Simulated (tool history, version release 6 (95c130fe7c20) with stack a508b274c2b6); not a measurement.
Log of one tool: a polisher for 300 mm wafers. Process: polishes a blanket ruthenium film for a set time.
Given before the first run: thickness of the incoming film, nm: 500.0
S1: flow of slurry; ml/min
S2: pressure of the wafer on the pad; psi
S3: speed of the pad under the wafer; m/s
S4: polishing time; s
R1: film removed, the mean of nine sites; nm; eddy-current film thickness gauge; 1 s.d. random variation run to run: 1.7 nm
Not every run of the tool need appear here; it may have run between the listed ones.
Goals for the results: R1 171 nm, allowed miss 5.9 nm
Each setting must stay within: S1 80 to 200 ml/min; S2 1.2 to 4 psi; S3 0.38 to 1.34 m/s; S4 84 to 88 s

run,day,S1,S2,S3,S4,R1
1,0,130,2.6,0.86,84,126.89
2,0.167,135,2.8,0.86,84,135.55
3,0.417,135,2.8,0.86,84,133.79
4,0.775,135,2.8,0.86,84,136.03
5,0.85,135,2.8,0.86,88,142.33
6,1.096,135,2.9,0.86,88,146.69
7,1.325,140,3,0.86,88,154.08
8,1.379,145,3.1,0.86,88,160.92
9,1.742,150,3.1,0.86,88,160.88

Exactly one of the 5 candidate moves below puts every result within its allowed miss. Which one?
A,2.104,125,3.1,0.86,84,?
B,2.104,140,4,0.66,88,?
C,2.104,145,3.2,0.8,88,?
D,2.104,165,3.3,0.84,88,?
E,2.104,145,2.7,0.98,88,?

move,R1
A,148.23
B,158.08
C,154.06
D,170.35
E,159.01
A: its largest miss is bigger than the last run's
B: its largest miss is bigger than the last run's
C: its largest miss is bigger than the last run's
D: each result inside its tolerance
E: its largest miss is bigger than the last run's
D meets every target.
